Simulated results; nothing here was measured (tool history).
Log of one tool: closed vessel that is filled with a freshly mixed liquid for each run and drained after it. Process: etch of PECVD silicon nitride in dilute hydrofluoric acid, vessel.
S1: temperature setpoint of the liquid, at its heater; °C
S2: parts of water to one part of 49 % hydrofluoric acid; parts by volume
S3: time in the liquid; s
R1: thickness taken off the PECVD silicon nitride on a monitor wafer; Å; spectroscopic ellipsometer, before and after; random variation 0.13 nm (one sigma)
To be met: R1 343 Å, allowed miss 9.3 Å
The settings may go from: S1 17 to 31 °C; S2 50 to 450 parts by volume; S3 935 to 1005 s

run  hour    S1   S2   S3      R1
  1     0    23  250  935  167.53
  2     4    23  335  935  125.21
  3   6.2    25  300  935  157.74
  4  10.6  26.5  270  935  191.66
  5  17.5  26.5  270  935  192.21
  6  22.6  27.5  245  935  225.66
  7  27.7  28.5  230  935  253.37
  8  33.1    29  220  935  275.78

4 next moves are on the table. One of them brings every result within its allowed miss. Which?
  A  38.5  26.5  160   975   ?
  B  38.5  30.5  185   940   ?
  C  38.5  30.5  195  1005   ?
  D  38.5    27  160  1005   ?

move      R1
   A   338.8
   B  360.59
   C  365.33
   D  360.35
A: meets every target
B: takes the result that was furthest off past its target
C: takes the result that was furthest off past its target
D: takes the result that was furthest off past its target
Answer: A

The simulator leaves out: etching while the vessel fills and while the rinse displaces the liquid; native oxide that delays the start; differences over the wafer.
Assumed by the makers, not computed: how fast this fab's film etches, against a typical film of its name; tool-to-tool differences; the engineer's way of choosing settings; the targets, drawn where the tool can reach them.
